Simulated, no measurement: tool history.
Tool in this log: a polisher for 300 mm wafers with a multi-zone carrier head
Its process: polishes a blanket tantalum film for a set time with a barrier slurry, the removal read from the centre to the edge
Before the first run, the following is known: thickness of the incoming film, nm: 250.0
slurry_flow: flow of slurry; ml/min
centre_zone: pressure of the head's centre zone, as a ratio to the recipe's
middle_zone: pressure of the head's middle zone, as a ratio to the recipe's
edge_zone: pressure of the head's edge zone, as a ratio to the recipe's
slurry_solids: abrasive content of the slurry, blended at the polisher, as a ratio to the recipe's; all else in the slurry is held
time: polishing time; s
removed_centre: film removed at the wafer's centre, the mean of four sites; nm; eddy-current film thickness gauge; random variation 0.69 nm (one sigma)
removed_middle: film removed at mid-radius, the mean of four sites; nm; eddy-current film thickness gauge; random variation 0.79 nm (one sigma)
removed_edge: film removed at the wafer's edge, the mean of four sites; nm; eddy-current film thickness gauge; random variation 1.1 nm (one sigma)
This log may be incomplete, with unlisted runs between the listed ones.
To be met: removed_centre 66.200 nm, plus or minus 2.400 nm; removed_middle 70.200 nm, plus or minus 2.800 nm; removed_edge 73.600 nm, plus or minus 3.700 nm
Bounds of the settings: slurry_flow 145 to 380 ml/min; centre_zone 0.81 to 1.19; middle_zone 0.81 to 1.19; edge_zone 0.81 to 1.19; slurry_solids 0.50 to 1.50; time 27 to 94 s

Run 1, hour 0.0: slurry_flow 245 ml/min, centre_zone 1.00, middle_zone 1.00, edge_zone 1.00, slurry_solids 1.00, time 60 s. Result: removed_centre 87.359 nm, removed_middle 78.013 nm, removed_edge 79.518 nm.
Run 2, hour 0.7: slurry_flow 240 ml/min, centre_zone 0.96, middle_zone 0.99, edge_zone 1.00, slurry_solids 0.95, time 60 s. Result: removed_centre 80.598 nm, removed_middle 76.423 nm, removed_edge 78.430 nm.
Run 3, hour 6.7: slurry_flow 240 ml/min, centre_zone 0.99, middle_zone 0.99, edge_zone 1.00, slurry_solids 0.95, time 60 s. Result: removed_centre 82.766 nm, removed_middle 76.098 nm, removed_edge 79.596 nm.
Run 4, hour 13.8: slurry_flow 235 ml/min, centre_zone 0.96, middle_zone 0.98, edge_zone 0.99, slurry_solids 0.95, time 60 s. Result: removed_centre 79.478 nm, removed_middle 76.401 nm, removed_edge 80.370 nm.
Run 5, hour 21.2: slurry_flow 235 ml/min, centre_zone 0.92, middle_zone 0.98, edge_zone 0.99, slurry_solids 0.95, time 60 s. Result: removed_centre 78.465 nm, removed_middle 78.461 nm, removed_edge 78.175 nm.
Run 6, hour 27.3: slurry_flow 230 ml/min, centre_zone 0.91, middle_zone 0.97, edge_zone 0.99, slurry_solids 0.90, time 60 s. Result: removed_centre 75.525 nm, removed_middle 75.547 nm, removed_edge 76.819 nm.
Run 7, hour 32.4: slurry_flow 225 ml/min, centre_zone 0.89, middle_zone 0.96, edge_zone 0.99, slurry_solids 0.90, time 60 s. Result: removed_centre 72.710 nm, removed_middle 72.596 nm, removed_edge 75.290 nm.
At hour 35.1: centre zone pressure recalibrated.
Run 8, hour 35.1: slurry_flow 215 ml/min, centre_zone 0.88, middle_zone 0.96, edge_zone 0.99, slurry_solids 0.90, time 60 s. Result: removed_centre 66.730 nm, removed_middle 72.565 nm, removed_edge 76.218 nm.

Which of these 5 next moves meets every target?
Run A, hour 37.8: slurry_flow 245 ml/min, centre_zone 0.88, middle_zone 1.04, edge_zone 1.00, slurry_solids 0.65, time 63 s. Result: removed_centre ?, removed_middle ?, removed_edge ?.
Run B, hour 37.8: slurry_flow 235 ml/min, centre_zone 0.88, middle_zone 0.93, edge_zone 0.98, slurry_solids 0.95, time 57 s. Result: removed_centre ?, removed_middle ?, removed_edge ?.
Run C, hour 37.8: slurry_flow 175 ml/min, centre_zone 0.86, middle_zone 1.00, edge_zone 1.04, slurry_solids 0.85, time 62 s. Result: removed_centre ?, removed_middle ?, removed_edge ?.
Run D, hour 37.8: slurry_flow 245 ml/min, centre_zone 0.81, middle_zone 1.00, edge_zone 0.97, slurry_solids 0.80, time 64 s. Result: removed_centre ?, removed_middle ?, removed_edge ?.
Run E, hour 37.8: slurry_flow 240 ml/min, centre_zone 0.87, middle_zone 1.00, edge_zone 0.94, slurry_solids 1.10, time 55 s. Result: removed_centre ?, removed_middle ?, removed_edge ?.

move  removed_centre  removed_middle  removed_edge
   A          63.681          76.026        72.949
   B          64.264          69.920        73.182
   C          63.703          75.651        77.292
   D          63.518          79.810        78.026
   E          63.883          74.681        71.994
A: lands further from the targets than the last run did
B: hits every target within its allowed miss
C: lands further from the targets than the last run did
D: lands further from the targets than the last run did
E: lands further from the targets than the last run did
B is the move that brings every result within its allowed miss.
